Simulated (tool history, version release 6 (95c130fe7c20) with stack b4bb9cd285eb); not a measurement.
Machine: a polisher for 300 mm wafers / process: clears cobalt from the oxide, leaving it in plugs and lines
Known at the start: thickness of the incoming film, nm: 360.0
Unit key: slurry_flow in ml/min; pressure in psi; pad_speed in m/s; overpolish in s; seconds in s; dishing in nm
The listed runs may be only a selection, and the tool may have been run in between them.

Run 1, hour 0.0: slurry_flow 280 ml/min, pressure 1.3 psi, pad_speed 1.20 m/s, overpolish 17 s. Result: seconds 78.517 s, dishing 41.114 nm.
Run 2, hour 7.4: slurry_flow 280 ml/min, pressure 1.3 psi, pad_speed 1.34 m/s, overpolish 17 s. Result: seconds 71.988 s, dishing 44.605 nm.
Run 3, hour 15.1: slurry_flow 280 ml/min, pressure 1.3 psi, pad_speed 1.34 m/s, overpolish 20 s. Result: seconds 72.147 s, dishing 47.571 nm.
Run 4, hour 24.0: slurry_flow 280 ml/min, pressure 1.1 psi, pad_speed 1.34 m/s, overpolish 20 s. Result: seconds 85.920 s, dishing 45.253 nm.
Run 5, hour 32.1: slurry_flow 280 ml/min, pressure 1.1 psi, pad_speed 1.22 m/s, overpolish 20 s. Result: seconds 93.822 s, dishing 44.296 nm.
Run 6, hour 40.8: slurry_flow 280 ml/min, pressure 1.0 psi, pad_speed 1.16 m/s, overpolish 20 s. Result: seconds 106.160 s, dishing 39.431 nm.
Run 7, hour 43.3: slurry_flow 280 ml/min, pressure 0.9 psi, pad_speed 1.12 m/s, overpolish 21 s. Result: seconds 123.510 s, dishing 38.095 nm.
Run 8, hour 45.9: slurry_flow 280 ml/min, pressure 0.8 psi, pad_speed 1.10 m/s, overpolish 22 s. Result: seconds 135.450 s, dishing 36.140 nm.
Run 9, hour 52.8: slurry_flow 280 ml/min, pressure 0.8 psi, pad_speed 1.08 m/s, overpolish 23 s. Result: seconds 139.120 s, dishing 35.524 nm.
Run 10, hour 57.1: slurry_flow 280 ml/min, pressure 0.8 psi, pad_speed 1.06 m/s, overpolish 24 s. Result: seconds 141.460 s, dishing 37.253 nm.

Run 11 is up next; what results do you expect?
Run 11, hour 65.2: slurry_flow 280 ml/min, pressure 0.8 psi, pad_speed 1.04 m/s, overpolish 25 s. Result: seconds ?, dishing ?.

seconds: 145.730 s
dishing: 38.611 nm

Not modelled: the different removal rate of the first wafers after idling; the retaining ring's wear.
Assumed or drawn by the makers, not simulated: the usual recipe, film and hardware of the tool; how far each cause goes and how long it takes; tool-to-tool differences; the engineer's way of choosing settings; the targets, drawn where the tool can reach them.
